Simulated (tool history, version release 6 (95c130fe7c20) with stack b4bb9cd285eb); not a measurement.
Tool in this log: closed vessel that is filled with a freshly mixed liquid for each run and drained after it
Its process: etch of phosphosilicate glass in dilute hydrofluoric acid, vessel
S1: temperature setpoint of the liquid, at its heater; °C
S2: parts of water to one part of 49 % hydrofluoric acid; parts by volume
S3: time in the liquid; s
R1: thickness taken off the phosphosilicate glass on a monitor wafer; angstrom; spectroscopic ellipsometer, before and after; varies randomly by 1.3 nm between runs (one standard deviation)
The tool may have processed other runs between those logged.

run 1 day=0 | S1=23 S2=210 S3=90 | R1=664.36
run 2 day=0.112 | S1=20.5 S2=210 S3=90 | R1=606.82
run 3 day=0.321 | S1=20.5 S2=160 S3=90 | R1=837.09
run 4 day=0.375 | S1=20.5 S2=160 S3=90 | R1=818.49
run 5 day=0.475 | S1=23.5 S2=145 S3=90 | R1=1039.1
run 6 day=0.571 | S1=25.5 S2=140 S3=90 | R1=1165.3

What does the tool deliver on the next run?
run 7 day=0.896 | S1=25.5 S2=140 S3=90 | R1=?

Run 7 produced R1 1177.2 angstrom.
